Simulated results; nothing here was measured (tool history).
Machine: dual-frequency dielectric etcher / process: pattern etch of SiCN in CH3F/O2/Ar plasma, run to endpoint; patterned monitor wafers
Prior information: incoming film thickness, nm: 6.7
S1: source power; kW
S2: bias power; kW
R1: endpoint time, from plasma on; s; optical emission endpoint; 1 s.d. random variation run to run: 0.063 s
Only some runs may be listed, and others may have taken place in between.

run    day     S1     S2      R1
  1  0.000  0.370  0.089  17.905
  2  0.212  0.350  0.089  18.303
  3  0.329  0.350  0.082  18.993
  4  0.446  0.370  0.083  18.435
  5  0.633  0.370  0.074  19.043
  6  0.783  0.310  0.074  20.915
  7  0.838  0.330  0.075  20.294
  8  1.204  0.350  0.076  19.452
  9  1.571  0.370  0.077  18.934
 10  1.604  0.380  0.078  18.612

What does the tool deliver on the next run?
 11  1.979  0.390  0.079   ?

R1: 18.365 s

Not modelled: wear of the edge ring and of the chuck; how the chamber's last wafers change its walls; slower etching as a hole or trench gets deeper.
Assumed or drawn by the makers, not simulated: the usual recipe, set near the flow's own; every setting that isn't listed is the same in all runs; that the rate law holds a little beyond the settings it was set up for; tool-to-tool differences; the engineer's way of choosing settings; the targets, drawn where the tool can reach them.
